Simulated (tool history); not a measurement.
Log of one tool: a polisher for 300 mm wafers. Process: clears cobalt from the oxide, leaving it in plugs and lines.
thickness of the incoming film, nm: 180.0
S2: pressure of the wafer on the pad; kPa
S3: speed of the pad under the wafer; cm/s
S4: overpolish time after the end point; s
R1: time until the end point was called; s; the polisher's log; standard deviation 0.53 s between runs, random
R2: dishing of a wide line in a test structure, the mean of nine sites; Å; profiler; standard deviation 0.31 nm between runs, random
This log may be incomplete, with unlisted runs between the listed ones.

{"run": 1, "hour": 0.0, "flow of slurry (ml/min)": 150, "S2": 8.3, "S3": 106, "S4": 24, "R1": 54.694, "R2": 415.5}
{"run": 2, "hour": 5.7, "flow of slurry (ml/min)": 150, "S2": 9.0, "S3": 106, "S4": 24, "R1": 50.68, "R2": 405.39}
{"run": 3, "hour": 9.1, "flow of slurry (ml/min)": 170, "S2": 9.0, "S3": 106, "S4": 24, "R1": 50.359, "R2": 418.38}
{"run": 4, "hour": 11.6, "flow of slurry (ml/min)": 170, "S2": 9.0, "S3": 116, "S4": 24, "R1": 46.36, "R2": 436.02}
{"run": 5, "hour": 18.2, "flow of slurry (ml/min)": 170, "S2": 6.9, "S3": 116, "S4": 24, "R1": 60.408, "R2": 400.04}
{"run": 6, "hour": 23.7, "flow of slurry (ml/min)": 145, "S2": 8.3, "S3": 94, "S4": 19, "R1": 59.428, "R2": 336.47}
{"run": 7, "hour": 25.4, "flow of slurry (ml/min)": 130, "S2": 9.0, "S3": 80, "S4": 15, "R1": 64.261, "R2": 284.98}
{"run": 8, "hour": 30.6, "flow of slurry (ml/min)": 115, "S2": 9.7, "S3": 70, "S4": 12, "R1": 67.942, "R2": 239.23}
{"run": 9, "hour": 39.6, "flow of slurry (ml/min)": 105, "S2": 10.3, "S3": 64, "S4": 10, "R1": 66.973, "R2": 202.7}
{"run": 10, "hour": 42.5, "flow of slurry (ml/min)": 90, "S2": 12.4, "S3": 48, "S4": 7, "R1": 71.087, "R2": 143.9}
{"run": 11, "hour": 51.4, "flow of slurry (ml/min)": 90, "S2": 12.4, "S3": 52, "S4": 7, "R1": 66.846, "R2": 151.72}

Predict the results of run 12:
{"run": 12, "hour": 52.9, "flow of slurry (ml/min)": 90, "S2": 12.4, "S3": 54, "S4": 7, "R1": "?", "R2": "?"}

R1: 65.298 s
R2: 154.81 Å
